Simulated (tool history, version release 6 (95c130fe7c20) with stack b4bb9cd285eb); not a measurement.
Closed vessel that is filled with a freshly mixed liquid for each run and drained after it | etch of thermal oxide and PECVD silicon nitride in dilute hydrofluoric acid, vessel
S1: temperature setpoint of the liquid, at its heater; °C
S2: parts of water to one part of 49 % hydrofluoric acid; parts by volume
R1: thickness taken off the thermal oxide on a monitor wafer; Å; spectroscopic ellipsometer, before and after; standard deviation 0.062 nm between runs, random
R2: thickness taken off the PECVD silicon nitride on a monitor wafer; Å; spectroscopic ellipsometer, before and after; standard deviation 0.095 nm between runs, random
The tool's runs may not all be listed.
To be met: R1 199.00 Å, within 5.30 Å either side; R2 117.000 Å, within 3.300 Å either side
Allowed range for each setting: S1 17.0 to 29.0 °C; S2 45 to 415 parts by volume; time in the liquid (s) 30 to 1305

Run 1, hour 0.0: S1 21.0 °C, S2 230 parts by volume, time in the liquid (s) 665. Result: R1 115.32 Å, R2 80.007 Å.
Run 2, hour 6.7: S1 21.0 °C, S2 215 parts by volume, time in the liquid (s) 650. Result: R1 122.75 Å, R2 83.673 Å.
Run 3, hour 12.8: S1 21.0 °C, S2 215 parts by volume, time in the liquid (s) 865. Result: R1 162.59 Å, R2 110.260 Å.
Run 4, hour 14.5: S1 20.5 °C, S2 205 parts by volume, time in the liquid (s) 855. Result: R1 166.45 Å, R2 110.980 Å.
Run 5, hour 16.3: S1 20.5 °C, S2 205 parts by volume, time in the liquid (s) 1130. Result: R1 221.57 Å, R2 147.800 Å.
Run 6, hour 17.1: S1 20.0 °C, S2 205 parts by volume, time in the liquid (s) 1125. Result: R1 215.32 Å, R2 140.770 Å.
Run 7, hour 22.4: S1 19.5 °C, S2 205 parts by volume, time in the liquid (s) 1120. Result: R1 210.76 Å, R2 137.690 Å.
Run 8, hour 30.6: S1 19.0 °C, S2 200 parts by volume, time in the liquid (s) 1110. Result: R1 211.64 Å, R2 135.740 Å.
Run 9, hour 33.8: S1 19.0 °C, S2 200 parts by volume, time in the liquid (s) 1100. Result: R1 207.67 Å, R2 134.770 Å.
Run 10, hour 42.3: S1 19.0 °C, S2 195 parts by volume, time in the liquid (s) 1090. Result: R1 214.39 Å, R2 135.280 Å.
Run 11, hour 49.2: S1 19.0 °C, S2 195 parts by volume, time in the liquid (s) 1085. Result: R1 212.67 Å, R2 133.420 Å.

Exactly one of the 5 candidate moves below puts every result within its allowed miss. Which one?
Run A, hour 56.1: S1 21.0 °C, S2 230 parts by volume, time in the liquid (s) 1095. Result: R1 ?, R2 ?.
Run B, hour 56.1: S1 17.5 °C, S2 165 parts by volume, time in the liquid (s) 895. Result: R1 ?, R2 ?.
Run C, hour 56.1: S1 20.5 °C, S2 240 parts by volume, time in the liquid (s) 1255. Result: R1 ?, R2 ?.
Run D, hour 56.1: S1 17.0 °C, S2 200 parts by volume, time in the liquid (s) 1150. Result: R1 ?, R2 ?.
Run E, hour 56.1: S1 22.0 °C, S2 260 parts by volume, time in the liquid (s) 1305. Result: R1 ?, R2 ?.

move      R1       R2
   A  189.53  130.950
   B  200.63  117.120
   C  202.35  139.430
   D  201.71  120.930
   E  201.40  147.550
A: moves toward the targets from the last run without getting all of them in spec
B: all results in spec
C: further off than the last run
D: moves toward the targets from the last run without getting all of them in spec
E: further off than the last run
The move that meets every target is B.

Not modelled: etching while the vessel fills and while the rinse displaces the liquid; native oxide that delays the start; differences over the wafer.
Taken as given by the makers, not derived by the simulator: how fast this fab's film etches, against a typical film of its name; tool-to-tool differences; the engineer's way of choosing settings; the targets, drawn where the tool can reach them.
